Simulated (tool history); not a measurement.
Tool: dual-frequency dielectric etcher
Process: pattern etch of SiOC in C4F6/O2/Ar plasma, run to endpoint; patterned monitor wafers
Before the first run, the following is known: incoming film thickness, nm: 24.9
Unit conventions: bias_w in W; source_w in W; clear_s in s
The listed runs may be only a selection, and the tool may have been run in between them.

run,hour,bias_w,source_w,clear_s
1,0.0,486,370,9.3896
2,1.8,486,330,9.8878
3,8.6,507,340,9.5453
4,12.7,525,340,9.4517
5,17.9,541,350,9.2561
6,20.5,541,300,9.9761

Run 7 has not been measured yet. What should we expect?
# hour 28.2: bias power generator calibrated
7,28.2,556,310,?

Run 7 gave clear_s 9.5119 s.
